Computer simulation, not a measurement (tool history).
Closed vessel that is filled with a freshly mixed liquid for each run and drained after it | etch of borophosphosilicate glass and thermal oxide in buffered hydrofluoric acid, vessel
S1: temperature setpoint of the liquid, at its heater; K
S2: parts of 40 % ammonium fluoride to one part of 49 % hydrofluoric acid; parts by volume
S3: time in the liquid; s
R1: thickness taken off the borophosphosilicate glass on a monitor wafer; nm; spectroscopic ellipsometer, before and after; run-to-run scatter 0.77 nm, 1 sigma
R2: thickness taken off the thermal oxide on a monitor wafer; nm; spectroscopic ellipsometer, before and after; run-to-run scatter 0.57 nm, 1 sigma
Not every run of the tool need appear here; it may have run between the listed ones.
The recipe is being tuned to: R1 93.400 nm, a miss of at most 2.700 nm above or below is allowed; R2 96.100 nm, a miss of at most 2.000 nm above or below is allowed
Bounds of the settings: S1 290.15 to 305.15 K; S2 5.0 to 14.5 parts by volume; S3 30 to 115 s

| run | hour | S1 | S2 | S3 | R1 | R2 |
|---|---|---|---|---|---|---|
| 1 | 0.0 | 297.15 | 9.0 | 60 | 70.492 | 73.076 |
| 2 | 4.2 | 297.15 | 8.0 | 60 | 76.647 | 79.154 |
| 3 | 6.6 | 293.65 | 8.0 | 60 | 63.545 | 66.045 |
| 4 | 9.8 | 293.65 | 8.0 | 75 | 79.366 | 82.064 |
| 5 | 14.8 | 293.65 | 8.0 | 60 | 64.301 | 65.136 |
| 6 | 15.8 | 296.15 | 8.0 | 60 | 73.211 | 74.374 |
| 7 | 17.5 | 297.65 | 8.0 | 60 | 77.653 | 81.807 |
| 8 | 21.0 | 298.65 | 8.0 | 60 | 83.625 | 86.117 |
|  | 24.8 | hydrofluoric acid flow meter replaced |
| 9 | 24.8 | 299.15 | 8.0 | 60 | 97.990 | 99.762 |

Of the 4 settings listed for the next run, only one would bring every result within its allowed miss of target. Which one?
| A | 28.6 | 299.65 | 9.0 | 60 | ? | ? |
| B | 28.6 | 304.15 | 5.0 | 30 | ? | ? |
| C | 28.6 | 298.15 | 8.5 | 65 | ? | ? |
| D | 28.6 | 296.65 | 5.0 | 45 | ? | ? |

| move | R1 | R2 |
|---|---|---|
| A | 88.013 | 90.302 |
| B | 98.245 | 100.130 |
| C | 93.711 | 96.008 |
| D | 99.478 | 100.770 |
A: the result that was furthest off in the last run now lies on the other side of its target
B: the biggest miss grows against the last run
C: every result within its allowed miss
D: the biggest miss grows against the last run
C is the move that brings every result within its allowed miss.
